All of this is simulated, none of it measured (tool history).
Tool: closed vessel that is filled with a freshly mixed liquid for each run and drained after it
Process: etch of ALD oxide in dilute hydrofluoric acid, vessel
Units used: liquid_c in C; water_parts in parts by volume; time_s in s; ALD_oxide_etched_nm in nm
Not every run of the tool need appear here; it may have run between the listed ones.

run,hour,liquid_c,water_parts,time_s,ALD_oxide_etched_nm
1,0.0,24.0,235,635,31.405
2,2.7,25.5,225,635,35.312
3,9.5,26.5,220,635,38.329
4,16.4,26.5,220,685,40.692
5,17.6,29.0,220,685,44.814
6,21.4,29.5,220,685,45.273

The next listed run, before its measurement:
7,26.2,30.0,215,685,?

ALD_oxide_etched_nm: 48.114 nm

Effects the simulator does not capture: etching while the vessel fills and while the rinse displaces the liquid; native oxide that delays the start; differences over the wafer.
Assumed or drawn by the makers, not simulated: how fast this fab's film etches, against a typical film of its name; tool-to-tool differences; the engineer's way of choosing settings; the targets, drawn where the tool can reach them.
